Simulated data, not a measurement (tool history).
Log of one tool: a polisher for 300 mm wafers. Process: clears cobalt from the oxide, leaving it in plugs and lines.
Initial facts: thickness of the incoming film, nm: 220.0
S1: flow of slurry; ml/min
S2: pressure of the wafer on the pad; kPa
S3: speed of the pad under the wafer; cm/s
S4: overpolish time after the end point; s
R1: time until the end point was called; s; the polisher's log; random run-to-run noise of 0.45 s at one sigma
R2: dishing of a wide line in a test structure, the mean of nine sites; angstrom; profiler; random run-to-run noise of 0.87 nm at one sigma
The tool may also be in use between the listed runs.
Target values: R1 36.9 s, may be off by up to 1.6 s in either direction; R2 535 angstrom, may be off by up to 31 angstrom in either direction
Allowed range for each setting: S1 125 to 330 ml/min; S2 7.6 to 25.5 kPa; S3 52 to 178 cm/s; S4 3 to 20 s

run 1 hour=0 | S1=210 S2=16.5 S3=114 S4=10 | R1=30.356 R2=461.65
run 2 hour=2.8 | S1=210 S2=16.5 S3=114 S4=7 | R1=30.21 R2=367.13
run 3 hour=10.1 | S1=210 S2=16.5 S3=114 S4=10 | R1=29.831 R2=448.41
run 4 hour=12.4 | S1=210 S2=15.9 S3=114 S4=11 | R1=31.753 R2=457.88
run 5 hour=17.7 | S1=210 S2=15.9 S3=114 S4=12 | R1=31.364 R2=478.6
run 6 hour=19.8 | S1=210 S2=15.9 S3=114 S4=13 | R1=30.922 R2=496.82
run 7 hour=23.5 | S1=210 S2=15.2 S3=114 S4=14 | R1=32.843 R2=522.57
run 8 hour=29.4 | S1=205 S2=13.1 S3=114 S4=15 | R1=36.756 R2=507.99

5 next moves are on the table. One of them brings every result within its allowed miss. Which?
run A hour=35.3 | S1=195 S2=13.8 S3=110 S4=17 | R1=? R2=?
run B hour=35.3 | S1=200 S2=11.7 S3=132 S4=12 | R1=? R2=?
run C hour=35.3 | S1=215 S2=15.2 S3=108 S4=11 | R1=? R2=?
run D hour=35.3 | S1=190 S2=10.3 S3=134 S4=13 | R1=? R2=?
run E hour=35.3 | S1=225 S2=13.8 S3=110 S4=13 | R1=? R2=?

move=A R1=37.305 R2=529.89
move=B R1=35.967 R2=454.51
move=C R1=34.627 R2=442.15
move=D R1=39.63 R2=450.53
move=E R1=36.904 R2=468.13
A: each result inside its tolerance
B: misses by more than the last run did
C: misses by more than the last run did
D: misses by more than the last run did
E: misses by more than the last run did
Move A is the one to make.
